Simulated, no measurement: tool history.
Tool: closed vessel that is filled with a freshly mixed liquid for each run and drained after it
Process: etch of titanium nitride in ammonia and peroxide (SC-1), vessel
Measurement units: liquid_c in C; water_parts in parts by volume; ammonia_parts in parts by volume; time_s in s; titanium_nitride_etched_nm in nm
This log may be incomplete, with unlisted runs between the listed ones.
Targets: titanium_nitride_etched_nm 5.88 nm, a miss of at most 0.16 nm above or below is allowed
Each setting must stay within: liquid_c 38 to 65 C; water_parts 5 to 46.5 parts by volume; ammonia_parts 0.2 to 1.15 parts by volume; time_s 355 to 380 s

{"run": 1, "day": 0.0, "liquid_c": 49, "water_parts": 25.5, "ammonia_parts": 0.65, "time_s": 355, "titanium_nitride_etched_nm": 12.088}
{"run": 2, "day": 0.079, "liquid_c": 49, "water_parts": 25.5, "ammonia_parts": 0.45, "time_s": 355, "titanium_nitride_etched_nm": 11.233}
{"run": 3, "day": 0.212, "liquid_c": 47.5, "water_parts": 25.5, "ammonia_parts": 0.45, "time_s": 355, "titanium_nitride_etched_nm": 10.26}
{"run": 4, "day": 0.296, "liquid_c": 46, "water_parts": 25.5, "ammonia_parts": 0.45, "time_s": 355, "titanium_nitride_etched_nm": 9.2056}
{"run": 5, "day": 0.317, "liquid_c": 45, "water_parts": 25.5, "ammonia_parts": 0.45, "time_s": 355, "titanium_nitride_etched_nm": 8.5888}
{"day": 0.483, "done": "ammonia flow meter replaced"}
{"run": 6, "day": 0.483, "liquid_c": 45, "water_parts": 25.5, "ammonia_parts": 0.6, "time_s": 355, "titanium_nitride_etched_nm": 8.9049}
{"run": 7, "day": 0.754, "liquid_c": 44, "water_parts": 25.5, "ammonia_parts": 0.6, "time_s": 355, "titanium_nitride_etched_nm": 8.2995}
{"run": 8, "day": 0.883, "liquid_c": 43.5, "water_parts": 25.5, "ammonia_parts": 0.6, "time_s": 355, "titanium_nitride_etched_nm": 8.0391}
{"run": 9, "day": 1.2, "liquid_c": 43, "water_parts": 25.5, "ammonia_parts": 0.6, "time_s": 355, "titanium_nitride_etched_nm": 7.651}

Exactly one of the 5 candidate moves below puts every result within its allowed miss. Which one?
{"run": "A", "day": 1.517, "liquid_c": 41.5, "water_parts": 26.5, "ammonia_parts": 0.7, "time_s": 355, "titanium_nitride_etched_nm": "?"}
{"run": "B", "day": 1.517, "liquid_c": 44.5, "water_parts": 25.5, "ammonia_parts": 0.65, "time_s": 380, "titanium_nitride_etched_nm": "?"}
{"run": "C", "day": 1.517, "liquid_c": 39, "water_parts": 14.5, "ammonia_parts": 1.05, "time_s": 355, "titanium_nitride_etched_nm": "?"}
{"run": "D", "day": 1.517, "liquid_c": 38.5, "water_parts": 23.5, "ammonia_parts": 0.45, "time_s": 380, "titanium_nitride_etched_nm": "?"}
{"run": "E", "day": 1.517, "liquid_c": 39.5, "water_parts": 36, "ammonia_parts": 0.5, "time_s": 355, "titanium_nitride_etched_nm": "?"}

move=A titanium_nitride_etched_nm=6.9854
move=B titanium_nitride_etched_nm=9.3765
move=C titanium_nitride_etched_nm=8.6665
move=D titanium_nitride_etched_nm=5.8966
move=E titanium_nitride_etched_nm=4.7473
A: closes in on the targets versus the last run, not all within tolerance yet
B: its largest miss is bigger than the last run's
C: its largest miss is bigger than the last run's
D: all results land within tolerance of their targets
E: pushes the last run's worst result past its target
Correct choice: D, which meets every target
